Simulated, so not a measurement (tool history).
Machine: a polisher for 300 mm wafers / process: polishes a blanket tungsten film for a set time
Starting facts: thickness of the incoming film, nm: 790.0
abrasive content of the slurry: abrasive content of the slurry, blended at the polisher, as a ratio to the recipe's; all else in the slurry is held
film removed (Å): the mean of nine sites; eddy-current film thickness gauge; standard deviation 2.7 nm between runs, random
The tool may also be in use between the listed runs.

run,hour,flow of slurry (ml/min),pressure of the wafer on the pad (psi),speed of the pad under the wafer (m/s),abrasive content of the slurry,polishing time (s),film removed (Å)
1,0.0,195,4.1,1.28,1.0,61,4547.0
2,7.0,195,3.7,1.26,1.0,61,4293.1
3,13.2,195,3.4,1.20,1.0,61,3755.4
4,14.1,195,3.4,1.10,1.0,61,3418.2
5,18.7,195,3.1,1.10,1.0,61,3336.3
6,26.3,195,2.9,1.08,1.0,61,3077.0
7,33.1,195,2.7,1.08,1.0,61,2978.1

Estimate the outcome of run 8 from the log above:
8,35.8,195,2.6,1.08,1.0,61,?

For run 8 the tool returned film removed (Å) 2887.7.
